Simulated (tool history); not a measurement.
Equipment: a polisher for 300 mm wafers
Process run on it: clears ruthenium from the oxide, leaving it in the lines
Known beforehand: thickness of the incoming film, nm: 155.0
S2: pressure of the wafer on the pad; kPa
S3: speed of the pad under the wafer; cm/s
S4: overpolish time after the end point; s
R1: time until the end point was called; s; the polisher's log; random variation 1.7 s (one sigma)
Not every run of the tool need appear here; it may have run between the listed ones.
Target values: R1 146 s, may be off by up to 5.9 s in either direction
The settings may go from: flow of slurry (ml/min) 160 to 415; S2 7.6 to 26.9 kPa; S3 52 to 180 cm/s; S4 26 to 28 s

run 1 day=0 | flow_of_slurry_(ml/min)=265 S2=17.2 S3=116 S4=26 | R1=96.107
run 2 day=0.283 | flow_of_slurry_(ml/min)=265 S2=16.5 S3=116 S4=26 | R1=97.985
run 3 day=0.554 | flow_of_slurry_(ml/min)=265 S2=15.9 S3=116 S4=26 | R1=104.58
run 4 day=0.658 | flow_of_slurry_(ml/min)=265 S2=20 S3=116 S4=26 | R1=85.095
run 5 day=0.696 | flow_of_slurry_(ml/min)=265 S2=20 S3=116 S4=26 | R1=84.91
run 6 day=1.042 | flow_of_slurry_(ml/min)=265 S2=23.4 S3=116 S4=26 | R1=74.134
run 7 day=1.217 | flow_of_slurry_(ml/min)=265 S2=21.4 S3=114 S4=26 | R1=80.105
run 8 day=1.533 | flow_of_slurry_(ml/min)=265 S2=20 S3=114 S4=26 | R1=86.194
run 9 day=1.6 | flow_of_slurry_(ml/min)=265 S2=18.6 S3=114 S4=26 | R1=91.814
run 10 day=1.962 | flow_of_slurry_(ml/min)=265 S2=17.2 S3=114 S4=26 | R1=97.319
run 11 day=2.029 | flow_of_slurry_(ml/min)=265 S2=15.9 S3=114 S4=26 | R1=105.4
run 12 day=2.133 | flow_of_slurry_(ml/min)=265 S2=15.9 S3=114 S4=26 | R1=104.38
run 13 day=2.225 | flow_of_slurry_(ml/min)=265 S2=15.2 S3=114 S4=26 | R1=108.06
run 14 day=2.454 | flow_of_slurry_(ml/min)=265 S2=14.5 S3=114 S4=26 | R1=112.83
run 15 day=2.738 | flow_of_slurry_(ml/min)=265 S2=13.8 S3=114 S4=26 | R1=116.18
run 16 day=2.971 | flow_of_slurry_(ml/min)=265 S2=13.1 S3=114 S4=26 | R1=123.64
run 17 day=3.146 | flow_of_slurry_(ml/min)=265 S2=12.4 S3=114 S4=26 | R1=128.02
run 18 day=3.229 | flow_of_slurry_(ml/min)=265 S2=12.4 S3=114 S4=26 | R1=128.85
run 19 day=3.392 | flow_of_slurry_(ml/min)=265 S2=9.7 S3=114 S4=26 | R1=158.25

5 next moves are on the table. One of them brings every result within its allowed miss. Which?
run A day=3.554 | flow_of_slurry_(ml/min)=245 S2=13.8 S3=80 S4=26 | R1=?
run B day=3.554 | flow_of_slurry_(ml/min)=210 S2=10.3 S3=110 S4=26 | R1=?
run C day=3.554 | flow_of_slurry_(ml/min)=315 S2=9 S3=128 S4=28 | R1=?
run D day=3.554 | flow_of_slurry_(ml/min)=285 S2=8.3 S3=112 S4=26 | R1=?
run E day=3.554 | flow_of_slurry_(ml/min)=290 S2=9.7 S3=98 S4=28 | R1=?

move=A R1=165.46
move=B R1=156.56
move=C R1=145.47
move=D R1=177.54
move=E R1=179.1
A: moves away from the targets compared with the last run
B: closer than the last run, but not yet in spec
C: each result inside its tolerance
D: moves away from the targets compared with the last run
E: moves away from the targets compared with the last run
C is the move that brings every result within its allowed miss.

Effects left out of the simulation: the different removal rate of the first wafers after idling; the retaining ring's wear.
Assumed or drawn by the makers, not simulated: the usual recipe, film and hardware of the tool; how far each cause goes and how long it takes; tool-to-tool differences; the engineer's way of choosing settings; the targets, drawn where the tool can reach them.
